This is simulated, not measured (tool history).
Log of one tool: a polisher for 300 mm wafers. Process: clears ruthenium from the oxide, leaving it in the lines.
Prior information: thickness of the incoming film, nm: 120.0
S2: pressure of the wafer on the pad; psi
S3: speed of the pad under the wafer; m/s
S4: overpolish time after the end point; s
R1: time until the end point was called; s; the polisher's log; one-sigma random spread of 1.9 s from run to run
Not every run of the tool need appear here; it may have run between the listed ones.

run 1 hour=0 | flow_of_slurry_(ml/min)=240 S2=2 S3=1.1 S4=34 | R1=96.139
run 2 hour=5.1 | flow_of_slurry_(ml/min)=285 S2=2 S3=1.1 S4=34 | R1=93.98
run 3 hour=9.3 | flow_of_slurry_(ml/min)=285 S2=1.8 S3=1.08 S4=34 | R1=107.77
run 4 hour=16.9 | flow_of_slurry_(ml/min)=285 S2=1.8 S3=1.32 S4=34 | R1=88.22
run 5 hour=24 | flow_of_slurry_(ml/min)=285 S2=1.8 S3=1.32 S4=34 | R1=87.631
run 6 hour=26.2 | flow_of_slurry_(ml/min)=285 S2=1.8 S3=1.08 S4=34 | R1=106.64
run 7 hour=31.3 | flow_of_slurry_(ml/min)=285 S2=1.7 S3=1.08 S4=34 | R1=112.37
run 8 hour=37 | flow_of_slurry_(ml/min)=285 S2=1.6 S3=1.08 S4=34 | R1=117.33

Run 9 is up next; what results do you expect?
run 9 hour=40.9 | flow_of_slurry_(ml/min)=285 S2=1.6 S3=1.08 S4=34 | R1=?

Run 9 yielded R1 119.16 s.
